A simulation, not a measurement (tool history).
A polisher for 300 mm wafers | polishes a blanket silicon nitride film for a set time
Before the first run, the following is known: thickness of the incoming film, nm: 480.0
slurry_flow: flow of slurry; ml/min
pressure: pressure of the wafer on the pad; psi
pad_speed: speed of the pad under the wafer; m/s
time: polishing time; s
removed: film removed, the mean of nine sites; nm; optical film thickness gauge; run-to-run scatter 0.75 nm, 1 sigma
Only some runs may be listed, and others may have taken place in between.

| run | day | slurry_flow | pressure | pad_speed | time | removed |
|---|---|---|---|---|---|---|
| 1 | 0.000 | 160 | 3.6 | 0.84 | 71 | 98.862 |
| 2 | 0.058 | 160 | 3.9 | 0.84 | 71 | 104.040 |
| 3 | 0.350 | 160 | 3.8 | 0.84 | 71 | 101.770 |
| 4 | 0.408 | 160 | 3.7 | 0.84 | 71 | 101.070 |
| 5 | 0.638 | 160 | 3.6 | 0.84 | 71 | 98.418 |
| 6 | 1.008 | 160 | 3.5 | 0.84 | 71 | 97.077 |
|  | 1.079 | head pressure recalibrated |
| 7 | 1.079 | 160 | 3.4 | 0.84 | 71 | 90.769 |
| 8 | 1.304 | 160 | 3.3 | 0.84 | 71 | 89.031 |

Run 9 has not been measured yet. What should we expect?
| 9 | 1.454 | 150 | 3.0 | 0.84 | 71 | ? |

{"run 9": {"removed": 84.996}}

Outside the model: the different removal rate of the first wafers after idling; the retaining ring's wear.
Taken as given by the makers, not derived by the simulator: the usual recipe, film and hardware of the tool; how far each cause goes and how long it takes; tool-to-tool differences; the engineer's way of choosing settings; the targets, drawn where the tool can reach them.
